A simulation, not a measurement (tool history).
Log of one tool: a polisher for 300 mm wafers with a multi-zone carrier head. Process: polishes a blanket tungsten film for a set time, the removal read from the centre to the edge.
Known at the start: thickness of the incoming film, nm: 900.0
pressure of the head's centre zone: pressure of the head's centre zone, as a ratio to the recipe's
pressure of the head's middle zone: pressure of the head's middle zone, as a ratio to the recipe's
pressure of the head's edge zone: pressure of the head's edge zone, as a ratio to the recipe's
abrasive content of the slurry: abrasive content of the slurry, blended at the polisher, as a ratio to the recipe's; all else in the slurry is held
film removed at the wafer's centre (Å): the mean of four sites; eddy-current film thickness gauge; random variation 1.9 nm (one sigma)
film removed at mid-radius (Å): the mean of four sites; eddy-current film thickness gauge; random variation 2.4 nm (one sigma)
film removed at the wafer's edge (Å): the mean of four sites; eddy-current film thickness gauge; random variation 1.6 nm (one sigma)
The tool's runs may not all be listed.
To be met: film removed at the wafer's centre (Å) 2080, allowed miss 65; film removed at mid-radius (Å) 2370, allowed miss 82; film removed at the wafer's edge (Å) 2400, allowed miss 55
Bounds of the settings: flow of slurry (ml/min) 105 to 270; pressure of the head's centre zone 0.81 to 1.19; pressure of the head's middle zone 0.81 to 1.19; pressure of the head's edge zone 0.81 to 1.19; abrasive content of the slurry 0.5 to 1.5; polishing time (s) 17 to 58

run	hour	flow of slurry (ml/min)	pressure of the head's centre zone	pressure of the head's middle zone	pressure of the head's edge zone	abrasive content of the slurry	polishing time (s)	film removed at the wafer's centre (Å)	film removed at mid-radius (Å)	film removed at the wafer's edge (Å)
1	0	175	1	1	1	1	37	2801.2	2829.9	2749.6
2	0.6	170	0.98	0.99	0.99	1	37	2724.4	2795.6	2734.7
3	4.2	170	0.98	0.99	0.94	1	37	2693	2761.9	2679
4	12.6	170	0.98	0.94	0.94	1	37	2753.3	2712.9	2701.1
5	21.4	165	0.96	0.94	0.93	0.95	37	2651.9	2642	2646.2
6	27.1	165	0.96	0.94	1.01	0.95	37	2631.3	2630.9	2703.3
7	28.2	160	0.95	0.94	1	0.95	37	2619	2646.1	2696
8	36.1	155	0.94	0.94	0.99	0.9	37	2547.4	2627.9	2640.5
9	37.2	150	0.93	0.93	0.99	0.9	37	2527.8	2589	2667.7

5 next moves are on the table. One of them brings every result within its allowed miss. Which?
A	38.3	105	0.86	0.94	0.95	0.8	36	?	?	?
B	38.3	150	0.81	1.08	0.94	0.95	39	?	?	?
C	38.3	180	1.04	1.01	0.93	0.9	39	?	?	?
D	38.3	155	1.03	0.86	0.93	0.8	42	?	?	?
E	38.3	185	1.1	0.9	0.98	0.95	34	?	?	?

move	film removed at the wafer's centre (Å)	film removed at mid-radius (Å)	film removed at the wafer's edge (Å)
A	2088.1	2321.2	2393.2
B	2327	2979.9	2745.2
C	3015	2889.2	2757.6
D	3088.9	2704.7	2880.6
E	2808.5	2365.5	2489.9
A: meets every target
B: further off than the last run
C: further off than the last run
D: further off than the last run
E: further off than the last run
The right move is A.

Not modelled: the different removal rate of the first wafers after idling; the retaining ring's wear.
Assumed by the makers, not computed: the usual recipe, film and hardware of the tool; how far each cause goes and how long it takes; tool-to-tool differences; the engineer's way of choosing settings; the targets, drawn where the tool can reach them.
